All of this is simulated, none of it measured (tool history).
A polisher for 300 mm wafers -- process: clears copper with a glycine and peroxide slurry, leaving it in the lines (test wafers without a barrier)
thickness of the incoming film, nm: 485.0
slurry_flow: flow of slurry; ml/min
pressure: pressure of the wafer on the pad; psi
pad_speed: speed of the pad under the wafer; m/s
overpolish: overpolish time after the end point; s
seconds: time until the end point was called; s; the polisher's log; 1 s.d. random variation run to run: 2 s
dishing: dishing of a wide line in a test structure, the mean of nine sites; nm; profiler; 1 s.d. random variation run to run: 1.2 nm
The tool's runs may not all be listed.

run  hour  slurry_flow  pressure  pad_speed  overpolish  seconds  dishing
  1     0          180       3.4       1.02          30   62.545    99.49
  2   8.2          180       3.4        0.8          30   78.272    93.73
  3  17.1          180       3.2        0.8          29    82.49   87.957
  4  21.8          180       3.2        0.8          34   81.669   97.028
  5  23.9          225       3.2        0.8          34   78.647   95.076
  6  31.9          225         3       0.78          33   84.682   95.728
  7    40          220         2       0.68          19   128.83   46.683
  8  42.8          220         2       0.68          20   126.82   46.755
  9  43.5          220         2       0.66          21   133.34   47.958
 10  49.3          220         2       0.66          22    132.3   50.573
 11  57.8          220         2       0.66          23   130.24   53.213
 12  60.1          220         2       0.66          24   130.11   52.393

Predict the results of run 13:
 13  63.9          220         2       0.66          25        ?        ?

For run 13 the tool returned seconds 132.9 s, dishing 53.821 nm.

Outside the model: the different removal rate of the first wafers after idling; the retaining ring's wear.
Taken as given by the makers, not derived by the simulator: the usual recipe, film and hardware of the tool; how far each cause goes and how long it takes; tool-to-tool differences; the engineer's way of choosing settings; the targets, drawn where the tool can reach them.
